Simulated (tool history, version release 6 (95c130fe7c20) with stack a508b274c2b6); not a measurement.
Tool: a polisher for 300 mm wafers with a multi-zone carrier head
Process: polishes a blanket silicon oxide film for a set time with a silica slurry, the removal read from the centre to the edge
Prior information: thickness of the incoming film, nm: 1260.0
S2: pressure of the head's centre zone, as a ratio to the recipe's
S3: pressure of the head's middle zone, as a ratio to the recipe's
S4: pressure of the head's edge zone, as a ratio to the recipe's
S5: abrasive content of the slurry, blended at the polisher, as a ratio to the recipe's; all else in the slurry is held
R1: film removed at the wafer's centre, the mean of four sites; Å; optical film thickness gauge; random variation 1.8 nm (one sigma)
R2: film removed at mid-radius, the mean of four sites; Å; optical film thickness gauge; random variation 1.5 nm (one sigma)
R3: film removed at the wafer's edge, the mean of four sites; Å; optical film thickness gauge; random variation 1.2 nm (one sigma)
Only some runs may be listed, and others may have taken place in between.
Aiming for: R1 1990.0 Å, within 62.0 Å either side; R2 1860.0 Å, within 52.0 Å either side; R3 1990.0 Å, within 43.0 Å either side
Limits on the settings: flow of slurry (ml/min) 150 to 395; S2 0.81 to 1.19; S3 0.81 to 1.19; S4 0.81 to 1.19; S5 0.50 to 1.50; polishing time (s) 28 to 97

Run 1, hour 0.0: flow of slurry (ml/min) 250, S2 1.00, S3 1.00, S4 1.00, S5 1.00, polishing time (s) 62. Result: R1 2705.2 Å, R2 2475.9 Å, R3 2415.4 Å.
Run 2, hour 7.9: flow of slurry (ml/min) 250, S2 1.00, S3 1.06, S4 1.00, S5 1.00, polishing time (s) 62. Result: R1 2702.0 Å, R2 2573.5 Å, R3 2416.9 Å.
Run 3, hour 16.7: flow of slurry (ml/min) 250, S2 1.00, S3 1.06, S4 1.00, S5 1.00, polishing time (s) 76. Result: R1 3350.9 Å, R2 3163.8 Å, R3 2992.8 Å.
Run 4, hour 21.9: flow of slurry (ml/min) 215, S2 1.00, S3 1.06, S4 1.00, S5 1.00, polishing time (s) 76. Result: R1 3280.9 Å, R2 3092.8 Å, R3 2923.8 Å.
Run 5, hour 26.5: flow of slurry (ml/min) 215, S2 1.06, S3 1.06, S4 1.00, S5 1.00, polishing time (s) 76. Result: R1 3454.9 Å, R2 3110.9 Å, R3 2967.1 Å.
Run 6, hour 33.7: flow of slurry (ml/min) 205, S2 1.01, S3 1.01, S4 1.00, S5 0.90, polishing time (s) 74. Result: R1 2984.0 Å, R2 2733.6 Å, R3 2654.5 Å.
Run 7, hour 41.0: flow of slurry (ml/min) 195, S2 0.98, S3 0.97, S4 1.00, S5 0.80, polishing time (s) 74. Result: R1 2702.0 Å, R2 2457.9 Å, R3 2457.3 Å.
Run 8, hour 46.5: flow of slurry (ml/min) 185, S2 0.95, S3 0.94, S4 0.99, S5 0.75, polishing time (s) 74. Result: R1 2482.7 Å, R2 2260.6 Å, R3 2360.9 Å.
Run 9, hour 54.7: flow of slurry (ml/min) 180, S2 0.93, S3 0.92, S4 0.96, S5 0.70, polishing time (s) 74. Result: R1 2261.4 Å, R2 2110.7 Å, R3 2172.0 Å.
Run 10, hour 61.0: flow of slurry (ml/min) 175, S2 0.92, S3 0.90, S4 0.95, S5 0.70, polishing time (s) 74. Result: R1 2272.2 Å, R2 2048.0 Å, R3 2174.9 Å.
Run 11, hour 68.9: flow of slurry (ml/min) 170, S2 0.90, S3 0.89, S4 0.93, S5 0.70, polishing time (s) 74. Result: R1 2194.9 Å, R2 2015.1 Å, R3 2133.6 Å.
Run 12, hour 77.0: flow of slurry (ml/min) 165, S2 0.89, S3 0.88, S4 0.91, S5 0.70, polishing time (s) 74. Result: R1 2124.8 Å, R2 1981.9 Å, R3 2113.6 Å.
Run 13, hour 85.4: flow of slurry (ml/min) 165, S2 0.87, S3 0.84, S4 0.83, S5 0.65, polishing time (s) 74. Result: R1 1979.9 Å, R2 1837.1 Å, R3 1919.8 Å.
Run 14, hour 89.9: flow of slurry (ml/min) 170, S2 0.87, S3 0.84, S4 0.84, S5 0.65, polishing time (s) 74. Result: R1 1995.0 Å, R2 1842.3 Å, R3 1924.9 Å.
At hour 95.2: centre zone pressure recalibrated.
Run 15, hour 95.2: flow of slurry (ml/min) 170, S2 0.87, S3 0.84, S4 0.85, S5 0.65, polishing time (s) 74. Result: R1 1773.5 Å, R2 1860.3 Å, R3 1922.6 Å.
Run 16, hour 100.1: flow of slurry (ml/min) 170, S2 0.87, S3 0.84, S4 0.85, S5 0.65, polishing time (s) 74. Result: R1 1814.0 Å, R2 1853.7 Å, R3 1932.8 Å.

Below are 4 possible settings for the next run. Only one of them brings all results inside the allowed miss of their targets. Which is it?
Run A, hour 105.0: flow of slurry (ml/min) 150, S2 0.88, S3 0.83, S4 0.95, S5 0.70, polishing time (s) 73. Result: R1 ?, R2 ?, R3 ?.
Run B, hour 105.0: flow of slurry (ml/min) 150, S2 0.83, S3 0.83, S4 0.81, S5 0.70, polishing time (s) 72. Result: R1 ?, R2 ?, R3 ?.
Run C, hour 105.0: flow of slurry (ml/min) 200, S2 0.95, S3 0.82, S4 0.87, S5 0.60, polishing time (s) 80. Result: R1 ?, R2 ?, R3 ?.
Run D, hour 105.0: flow of slurry (ml/min) 150, S2 1.03, S3 0.88, S4 0.86, S5 0.70, polishing time (s) 67. Result: R1 ?, R2 ?, R3 ?.

move      R1      R2      R3
   A  1834.9  1880.6  2112.1
   B  1706.0  1855.7  1938.0
   C  1990.7  1863.5  2007.4
   D  1974.3  1798.4  1850.7
A: about the same distance from the targets as the last run
B: the biggest miss grows against the last run
C: every result lands within tolerance
D: corrects the largest miss of the last run, while another result sits out of spec
The move that meets every target is C.
